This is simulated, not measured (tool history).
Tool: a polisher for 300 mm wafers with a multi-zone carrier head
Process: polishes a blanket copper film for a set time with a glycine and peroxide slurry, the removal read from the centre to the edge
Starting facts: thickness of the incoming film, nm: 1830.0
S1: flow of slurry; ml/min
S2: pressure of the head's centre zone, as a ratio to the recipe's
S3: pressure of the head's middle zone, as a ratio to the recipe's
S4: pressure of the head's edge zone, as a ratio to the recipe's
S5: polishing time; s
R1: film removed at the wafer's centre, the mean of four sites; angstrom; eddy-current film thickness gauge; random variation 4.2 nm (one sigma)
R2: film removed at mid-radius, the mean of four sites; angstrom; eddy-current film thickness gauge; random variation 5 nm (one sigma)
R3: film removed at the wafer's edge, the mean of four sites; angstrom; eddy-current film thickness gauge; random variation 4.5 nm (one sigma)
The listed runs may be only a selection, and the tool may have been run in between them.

run	hour	S1	S2	S3	S4	S5	R1	R2	R3
1	0	185	1	1	1	81	4903.5	4713.7	5006.6
2	1	200	1.02	0.97	1.01	81	5018.1	4639.8	5004.6
3	7.7	200	1.02	0.97	0.95	81	5094.1	4671.7	4849.5
4	10.9	210	1.04	0.94	0.97	81	5189.5	4622.9	4974
5	19.1	210	1.04	0.94	0.97	94	6091.9	5334.3	5688.9
6	26.2	195	1.05	0.91	0.96	93	5927.7	5152.6	5659.2

The next listed run, before its measurement:
7	28.1	195	1.07	0.89	0.96	91	?	?	?

{"run 7": {"R1": 5950.8, "R2": 4930.8, "R3": 5505.2}}
